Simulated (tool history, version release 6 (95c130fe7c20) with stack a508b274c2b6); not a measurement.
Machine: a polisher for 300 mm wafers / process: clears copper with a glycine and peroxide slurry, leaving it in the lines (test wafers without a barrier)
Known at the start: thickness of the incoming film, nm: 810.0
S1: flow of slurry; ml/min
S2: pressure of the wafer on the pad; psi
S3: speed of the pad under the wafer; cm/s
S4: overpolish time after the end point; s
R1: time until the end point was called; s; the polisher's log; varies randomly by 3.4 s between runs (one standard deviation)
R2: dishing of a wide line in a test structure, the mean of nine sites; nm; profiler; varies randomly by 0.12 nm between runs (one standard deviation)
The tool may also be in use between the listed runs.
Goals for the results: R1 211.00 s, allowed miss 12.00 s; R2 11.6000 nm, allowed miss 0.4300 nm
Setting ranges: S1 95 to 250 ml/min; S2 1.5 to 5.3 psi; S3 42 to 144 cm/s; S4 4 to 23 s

Run 1, hour 0.0: S1 160 ml/min, S2 3.4 psi, S3 92 cm/s, S4 12 s. Result: R1 137.19 s, R2 17.4120 nm.
Run 2, hour 5.3: S1 150 ml/min, S2 3.0 psi, S3 94 cm/s, S4 11 s. Result: R1 148.72 s, R2 17.2260 nm.
Run 3, hour 13.7: S1 185 ml/min, S2 3.0 psi, S3 94 cm/s, S4 11 s. Result: R1 145.80 s, R2 17.0460 nm.
Run 4, hour 17.5: S1 185 ml/min, S2 3.0 psi, S3 78 cm/s, S4 11 s. Result: R1 170.97 s, R2 16.7940 nm.
Run 5, hour 25.1: S1 195 ml/min, S2 3.1 psi, S3 72 cm/s, S4 10 s. Result: R1 173.54 s, R2 16.3720 nm.
Run 6, hour 29.7: S1 160 ml/min, S2 3.1 psi, S3 72 cm/s, S4 10 s. Result: R1 180.74 s, R2 16.4380 nm.
Run 7, hour 36.3: S1 175 ml/min, S2 3.1 psi, S3 66 cm/s, S4 9 s. Result: R1 187.98 s, R2 15.0980 nm.
Run 8, hour 45.0: S1 160 ml/min, S2 3.2 psi, S3 62 cm/s, S4 8 s. Result: R1 202.43 s, R2 14.0990 nm.
Run 9, hour 50.3: S1 160 ml/min, S2 3.3 psi, S3 60 cm/s, S4 7 s. Result: R1 194.02 s, R2 13.2890 nm.
Run 10, hour 54.2: S1 115 ml/min, S2 3.7 psi, S3 42 cm/s, S4 4 s. Result: R1 251.10 s, R2 7.8087 nm.
Run 11, hour 56.9: S1 160 ml/min, S2 3.5 psi, S3 44 cm/s, S4 4 s. Result: R1 244.93 s, R2 7.9324 nm.
Run 12, hour 60.4: S1 160 ml/min, S2 3.3 psi, S3 50 cm/s, S4 4 s. Result: R1 227.49 s, R2 8.4760 nm.
Run 13, hour 61.9: S1 160 ml/min, S2 3.1 psi, S3 54 cm/s, S4 4 s. Result: R1 220.95 s, R2 8.5001 nm.
Run 14, hour 65.4: S1 160 ml/min, S2 3.1 psi, S3 54 cm/s, S4 5 s. Result: R1 221.78 s, R2 10.2110 nm.
Run 15, hour 70.6: S1 160 ml/min, S2 3.0 psi, S3 56 cm/s, S4 5 s. Result: R1 219.53 s, R2 10.3430 nm.

5 next moves are on the table. One of them brings every result within its allowed miss. Which?
Run A, hour 75.8: S1 150 ml/min, S2 2.8 psi, S3 48 cm/s, S4 6 s. Result: R1 ?, R2 ?.
Run B, hour 75.8: S1 140 ml/min, S2 2.8 psi, S3 56 cm/s, S4 6 s. Result: R1 ?, R2 ?.
Run C, hour 75.8: S1 205 ml/min, S2 3.1 psi, S3 54 cm/s, S4 4 s. Result: R1 ?, R2 ?.
Run D, hour 75.8: S1 175 ml/min, S2 3.7 psi, S3 50 cm/s, S4 6 s. Result: R1 ?, R2 ?.
Run E, hour 75.8: S1 175 ml/min, S2 3.5 psi, S3 56 cm/s, S4 4 s. Result: R1 ?, R2 ?.

move      R1       R2
   A  249.09  10.3440
   B  225.33  10.9610
   C  207.88   8.7221
   D  203.75  11.6660
   E  192.97   9.1660
A: misses by more than the last run did
B: nearer than the last run, and not there yet
C: misses by more than the last run did
D: every result within its allowed miss
E: misses by more than the last run did
So the answer is move D, the one that meets all the targets.

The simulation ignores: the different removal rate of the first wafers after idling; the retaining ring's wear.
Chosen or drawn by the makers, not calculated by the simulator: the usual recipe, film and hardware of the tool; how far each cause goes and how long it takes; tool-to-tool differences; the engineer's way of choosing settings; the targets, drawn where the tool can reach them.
